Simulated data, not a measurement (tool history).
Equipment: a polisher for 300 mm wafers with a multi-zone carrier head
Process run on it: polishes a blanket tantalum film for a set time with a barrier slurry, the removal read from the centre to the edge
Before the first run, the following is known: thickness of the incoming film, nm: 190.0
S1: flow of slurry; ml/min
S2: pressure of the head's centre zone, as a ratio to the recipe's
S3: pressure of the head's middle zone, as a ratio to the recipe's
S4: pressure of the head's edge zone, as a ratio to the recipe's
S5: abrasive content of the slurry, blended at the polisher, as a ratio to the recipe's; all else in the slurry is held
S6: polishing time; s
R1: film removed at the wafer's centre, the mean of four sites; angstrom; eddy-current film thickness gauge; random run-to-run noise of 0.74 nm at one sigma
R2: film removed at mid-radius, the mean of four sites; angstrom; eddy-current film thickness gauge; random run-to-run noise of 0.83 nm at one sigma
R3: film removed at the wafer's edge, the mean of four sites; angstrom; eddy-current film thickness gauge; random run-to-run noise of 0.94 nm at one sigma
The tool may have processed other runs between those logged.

run	day	S1	S2	S3	S4	S5	S6	R1	R2	R3
1	0	275	1	1	1	1	46	661.34	674.48	666.44
2	0.062	275	1	0.94	1	1	46	659.47	641.88	669.07
3	0.308	275	1	0.93	1.02	1.05	47	696.09	660.25	696.52
4	0.662	275	1	0.93	1.02	1.05	39	574.29	544.72	583.47
5	0.812	275	0.99	0.92	1.03	1.1	41	602.09	570.56	620.82
6	1.021	275	0.99	0.92	1.04	1.15	42	636.51	592.71	639.68
7	1.354	270	0.97	0.91	1.05	1.2	43	629.97	618.53	674.42
8	1.625	265	0.97	0.9	1.06	1.25	44	670.53	633.15	706.39
9	1.921	265	0.97	0.9	1.06	1.25	44	646.12	620.28	693.28
10	2.071	265	0.97	0.9	1.07	1.3	45	664.75	645.74	715.93
11	2.162	265	0.97	0.89	1.08	1.3	46	692.91	675.92	750.95
12	2.188	260	0.97	0.88	1.09	1.3	47	718.24	658.73	780.88

For run 13, what comes out?
13	2.229	260	0.97	0.88	1.1	1.3	48	?	?	?

{"run 13": {"R1": 713.21, "R2": 684.8, "R3": 779.43}}
